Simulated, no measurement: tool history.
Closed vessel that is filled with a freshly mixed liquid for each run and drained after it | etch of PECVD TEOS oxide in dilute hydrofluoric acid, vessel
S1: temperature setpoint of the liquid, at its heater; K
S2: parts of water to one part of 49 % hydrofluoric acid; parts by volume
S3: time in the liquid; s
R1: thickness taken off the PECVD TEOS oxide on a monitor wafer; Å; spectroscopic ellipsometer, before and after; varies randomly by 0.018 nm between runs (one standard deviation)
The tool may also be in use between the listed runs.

{"run": 1, "hour": 0.0, "S1": 298.15, "S2": 265, "S3": 200, "R1": 67.05}
{"run": 2, "hour": 2.3, "S1": 298.15, "S2": 305, "S3": 200, "R1": 56.076}
{"run": 3, "hour": 5.0, "S1": 301.65, "S2": 305, "S3": 200, "R1": 63.217}
{"run": 4, "hour": 12.7, "S1": 301.65, "S2": 225, "S3": 200, "R1": 93.039}
{"run": 5, "hour": 14.0, "S1": 297.65, "S2": 245, "S3": 200, "R1": 72.656}
{"run": 6, "hour": 19.0, "S1": 297.65, "S2": 160, "S3": 200, "R1": 122.51}

Run 7 comes next. What will it give?
{"run": 7, "hour": 20.4, "S1": 293.65, "S2": 265, "S3": 200, "R1": "?"}

Run 7 measured R1 57.002 Å.

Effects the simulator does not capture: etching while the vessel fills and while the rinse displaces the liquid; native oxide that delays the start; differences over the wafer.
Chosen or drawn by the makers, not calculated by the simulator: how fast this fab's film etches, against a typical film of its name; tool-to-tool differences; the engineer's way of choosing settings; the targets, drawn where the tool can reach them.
